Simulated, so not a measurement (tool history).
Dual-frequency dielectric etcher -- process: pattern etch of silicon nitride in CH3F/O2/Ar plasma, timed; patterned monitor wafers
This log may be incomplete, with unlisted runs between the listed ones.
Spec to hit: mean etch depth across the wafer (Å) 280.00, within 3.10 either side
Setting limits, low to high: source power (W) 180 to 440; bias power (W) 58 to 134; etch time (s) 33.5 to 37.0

run	hour	source power (W)	bias power (W)	etch time (s)	mean etch depth across the wafer (Å)
1	0.0	310	96	37.0	256.28
2	4.7	330	96	37.0	260.91
3	12.9	310	96	37.0	255.91
4	16.1	310	96	33.5	233.25
5	24.2	340	97	33.5	238.35
6	32.4	340	103	33.5	246.48
7	36.4	360	107	33.5	253.93
8	42.8	380	110	33.5	262.39
9	51.3	390	111	33.5	266.09
10	53.6	400	112	33.5	268.59
11	57.9	410	113	33.5	272.67
12	65.7	420	113	33.5	272.85
13	74.2	420	114	33.5	274.95

Exercise: of the 4 proposed moves below, exactly one satisfies all targets within the stated allowed misses. Which move is it?
A	82.7	370	115	34.0	?
B	82.7	400	106	35.0	?
C	82.7	430	105	33.5	?
D	82.7	390	112	35.0	?

move	mean etch depth across the wafer (Å)
A	269.37
B	274.50
C	267.96
D	278.83
A: lands further from the targets than the last run did
B: lands further from the targets than the last run did
C: lands further from the targets than the last run did
D: every result lands within tolerance
Answer: D
